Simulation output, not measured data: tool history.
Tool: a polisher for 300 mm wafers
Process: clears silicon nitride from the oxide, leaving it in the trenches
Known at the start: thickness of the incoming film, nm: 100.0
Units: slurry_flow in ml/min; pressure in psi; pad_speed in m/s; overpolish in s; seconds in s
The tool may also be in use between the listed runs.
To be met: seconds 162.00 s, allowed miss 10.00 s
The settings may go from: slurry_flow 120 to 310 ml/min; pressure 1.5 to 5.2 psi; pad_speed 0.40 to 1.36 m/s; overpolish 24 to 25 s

Run 1, hour 0.0: slurry_flow 200 ml/min, pressure 3.3 psi, pad_speed 0.88 m/s, overpolish 24 s. Result: seconds 105.29 s.
Run 2, hour 7.4: slurry_flow 200 ml/min, pressure 3.1 psi, pad_speed 0.88 m/s, overpolish 24 s. Result: seconds 113.49 s.
Run 3, hour 11.7: slurry_flow 200 ml/min, pressure 3.1 psi, pad_speed 0.88 m/s, overpolish 24 s. Result: seconds 107.59 s.
Run 4, hour 14.7: slurry_flow 200 ml/min, pressure 2.8 psi, pad_speed 0.86 m/s, overpolish 24 s. Result: seconds 119.51 s.
Run 5, hour 21.6: slurry_flow 200 ml/min, pressure 2.8 psi, pad_speed 0.86 m/s, overpolish 24 s. Result: seconds 126.01 s.
Run 6, hour 24.1: slurry_flow 200 ml/min, pressure 2.7 psi, pad_speed 0.86 m/s, overpolish 24 s. Result: seconds 123.08 s.
Run 7, hour 26.0: slurry_flow 200 ml/min, pressure 1.7 psi, pad_speed 0.80 m/s, overpolish 24 s. Result: seconds 218.82 s.
Run 8, hour 29.9: slurry_flow 200 ml/min, pressure 1.8 psi, pad_speed 0.80 m/s, overpolish 24 s. Result: seconds 198.19 s.
Run 9, hour 34.9: slurry_flow 200 ml/min, pressure 1.9 psi, pad_speed 0.80 m/s, overpolish 24 s. Result: seconds 194.30 s.
Run 10, hour 42.7: slurry_flow 200 ml/min, pressure 2.0 psi, pad_speed 0.80 m/s, overpolish 24 s. Result: seconds 183.62 s.
Run 11, hour 48.5: slurry_flow 200 ml/min, pressure 2.1 psi, pad_speed 0.80 m/s, overpolish 24 s. Result: seconds 177.54 s.

Which of these 4 next moves meets every target?
Run A, hour 54.3: slurry_flow 155 ml/min, pressure 2.7 psi, pad_speed 0.82 m/s, overpolish 24 s. Result: seconds ?.
Run B, hour 54.3: slurry_flow 120 ml/min, pressure 2.2 psi, pad_speed 1.16 m/s, overpolish 24 s. Result: seconds ?.
Run C, hour 54.3: slurry_flow 215 ml/min, pressure 2.3 psi, pad_speed 0.78 m/s, overpolish 24 s. Result: seconds ?.
Run D, hour 54.3: slurry_flow 210 ml/min, pressure 2.7 psi, pad_speed 0.76 m/s, overpolish 24 s. Result: seconds ?.

move  seconds
   A   142.11
   B   135.96
   C   162.37
   D   142.94
A: takes the result that was furthest off past its target
B: takes the result that was furthest off past its target
C: meets every target
D: takes the result that was furthest off past its target
Answer: C
